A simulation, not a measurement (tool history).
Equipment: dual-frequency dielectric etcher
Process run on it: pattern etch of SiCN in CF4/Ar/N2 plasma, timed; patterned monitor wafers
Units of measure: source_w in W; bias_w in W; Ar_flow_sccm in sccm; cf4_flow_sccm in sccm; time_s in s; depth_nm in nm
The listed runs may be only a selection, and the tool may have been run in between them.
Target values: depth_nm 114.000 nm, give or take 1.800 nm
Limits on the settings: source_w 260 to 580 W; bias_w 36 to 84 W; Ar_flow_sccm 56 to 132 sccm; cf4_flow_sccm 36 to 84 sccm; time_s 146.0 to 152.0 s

| run | hour | source_w | bias_w | Ar_flow_sccm | cf4_flow_sccm | time_s | depth_nm |
|---|---|---|---|---|---|---|---|
| 1 | 0.0 | 420 | 60 | 94 | 60 | 146.0 | 100.810 |
| 2 | 7.3 | 420 | 60 | 94 | 60 | 146.0 | 100.320 |
| 3 | 12.4 | 420 | 60 | 85 | 60 | 146.0 | 101.860 |
| 4 | 15.4 | 420 | 51 | 85 | 60 | 146.0 | 96.790 |
|  | 18.6 | CF4 flow controller replaced |
| 5 | 18.6 | 420 | 51 | 85 | 60 | 146.0 | 98.176 |
| 6 | 22.4 | 430 | 51 | 85 | 60 | 146.0 | 100.630 |
| 7 | 27.9 | 440 | 51 | 85 | 60 | 146.0 | 101.420 |
| 8 | 35.3 | 450 | 51 | 85 | 60 | 146.0 | 103.820 |

Which of these 4 next moves meets every target?
| A | 42.7 | 410 | 51 | 88 | 63 | 148.5 | ? |
| B | 42.7 | 460 | 50 | 80 | 57 | 152.0 | ? |
| C | 42.7 | 480 | 51 | 90 | 62 | 146.5 | ? |
| D | 42.7 | 460 | 64 | 103 | 60 | 149.5 | ? |

| move | depth_nm |
|---|---|
| A | 98.495 |
| B | 108.700 |
| C | 109.990 |
| D | 113.280 |
A: its largest miss is bigger than the last run's
B: closer than the last run, but not yet in spec
C: closer than the last run, but not yet in spec
D: all results land within tolerance of their targets
D is the move that brings every result within its allowed miss.

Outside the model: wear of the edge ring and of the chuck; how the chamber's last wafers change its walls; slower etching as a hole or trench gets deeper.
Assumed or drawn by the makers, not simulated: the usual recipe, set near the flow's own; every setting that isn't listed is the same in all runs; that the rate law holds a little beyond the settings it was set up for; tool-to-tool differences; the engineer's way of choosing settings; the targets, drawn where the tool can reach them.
